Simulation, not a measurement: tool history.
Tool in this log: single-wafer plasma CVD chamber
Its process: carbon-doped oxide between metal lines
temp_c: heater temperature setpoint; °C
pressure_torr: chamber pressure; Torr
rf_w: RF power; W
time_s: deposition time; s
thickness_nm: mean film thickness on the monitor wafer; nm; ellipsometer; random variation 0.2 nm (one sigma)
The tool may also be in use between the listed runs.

Run 1, day 0: temp_c 335 °C, pressure_torr 5.38 Torr, rf_w 650 W, time_s 12.2 s. Result: thickness_nm 73.421 nm.
Run 2, day 0.025: temp_c 335 °C, pressure_torr 6.16 Torr, rf_w 650 W, time_s 12.2 s. Result: thickness_nm 74.292 nm.
Run 3, day 0.154: temp_c 341 °C, pressure_torr 5.91 Torr, rf_w 595 W, time_s 12.2 s. Result: thickness_nm 66.255 nm.
Run 4, day 0.517: temp_c 345 °C, pressure_torr 5.81 Torr, rf_w 580 W, time_s 12.2 s. Result: thickness_nm 64.292 nm.
Run 5, day 0.85: temp_c 345 °C, pressure_torr 5.81 Torr, rf_w 580 W, time_s 12.6 s. Result: thickness_nm 66.507 nm.
Run 6, day 1: temp_c 348 °C, pressure_torr 5.73 Torr, rf_w 555 W, time_s 12.6 s. Result: thickness_nm 62.377 nm.
Run 7, day 1.371: temp_c 350 °C, pressure_torr 5.57 Torr, rf_w 545 W, time_s 12.6 s. Result: thickness_nm 60.743 nm.
Run 8, day 1.529: temp_c 350 °C, pressure_torr 5.57 Torr, rf_w 545 W, time_s 12.6 s. Result: thickness_nm 60.826 nm.

Run 9 is up next; what results do you expect?
Run 9, day 1.738: temp_c 352 °C, pressure_torr 5.42 Torr, rf_w 540 W, time_s 12.6 s. Result: thickness_nm ?.

Run 9 gave thickness_nm 59.575 nm.
